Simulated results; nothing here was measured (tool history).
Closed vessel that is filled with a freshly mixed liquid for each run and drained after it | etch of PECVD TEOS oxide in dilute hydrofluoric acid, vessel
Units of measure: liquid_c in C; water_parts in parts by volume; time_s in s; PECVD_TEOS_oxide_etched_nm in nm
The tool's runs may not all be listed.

Run 1, hour 0.0: liquid_c 22.0 C, water_parts 225 parts by volume, time_s 120 s. Result: PECVD_TEOS_oxide_etched_nm 6.7229 nm.
Run 2, hour 8.6: liquid_c 23.0 C, water_parts 200 parts by volume, time_s 120 s. Result: PECVD_TEOS_oxide_etched_nm 8.1778 nm.
Run 3, hour 13.0: liquid_c 20.0 C, water_parts 200 parts by volume, time_s 120 s. Result: PECVD_TEOS_oxide_etched_nm 7.1673 nm.
Run 4, hour 22.2: liquid_c 21.5 C, water_parts 200 parts by volume, time_s 120 s. Result: PECVD_TEOS_oxide_etched_nm 7.5824 nm.
Run 5, hour 25.9: liquid_c 21.5 C, water_parts 165 parts by volume, time_s 120 s. Result: PECVD_TEOS_oxide_etched_nm 9.6170 nm.
Run 6, hour 31.9: liquid_c 24.0 C, water_parts 165 parts by volume, time_s 120 s. Result: PECVD_TEOS_oxide_etched_nm 10.5850 nm.
Run 7, hour 38.9: liquid_c 25.0 C, water_parts 150 parts by volume, time_s 120 s. Result: PECVD_TEOS_oxide_etched_nm 12.2290 nm.
Run 8, hour 48.1: liquid_c 25.5 C, water_parts 140 parts by volume, time_s 120 s. Result: PECVD_TEOS_oxide_etched_nm 13.4890 nm.
Run 9, hour 53.4: liquid_c 26.0 C, water_parts 130 parts by volume, time_s 120 s. Result: PECVD_TEOS_oxide_etched_nm 15.2840 nm.
Run 10, hour 59.5: liquid_c 26.5 C, water_parts 125 parts by volume, time_s 120 s. Result: PECVD_TEOS_oxide_etched_nm 16.0620 nm.
Run 11, hour 60.7: liquid_c 27.0 C, water_parts 120 parts by volume, time_s 120 s. Result: PECVD_TEOS_oxide_etched_nm 17.2360 nm.
Run 12, hour 69.3: liquid_c 27.5 C, water_parts 115 parts by volume, time_s 120 s. Result: PECVD_TEOS_oxide_etched_nm 18.4740 nm.
Run 13, hour 72.7: liquid_c 28.0 C, water_parts 110 parts by volume, time_s 120 s. Result: PECVD_TEOS_oxide_etched_nm 19.6450 nm.
Run 14, hour 79.8: liquid_c 28.5 C, water_parts 110 parts by volume, time_s 120 s. Result: PECVD_TEOS_oxide_etched_nm 20.1230 nm.

Predict the results of run 15:
Run 15, hour 87.3: liquid_c 29.5 C, water_parts 100 parts by volume, time_s 120 s. Result: PECVD_TEOS_oxide_etched_nm ?.

Run 15 gave PECVD_TEOS_oxide_etched_nm 23.2110 nm.

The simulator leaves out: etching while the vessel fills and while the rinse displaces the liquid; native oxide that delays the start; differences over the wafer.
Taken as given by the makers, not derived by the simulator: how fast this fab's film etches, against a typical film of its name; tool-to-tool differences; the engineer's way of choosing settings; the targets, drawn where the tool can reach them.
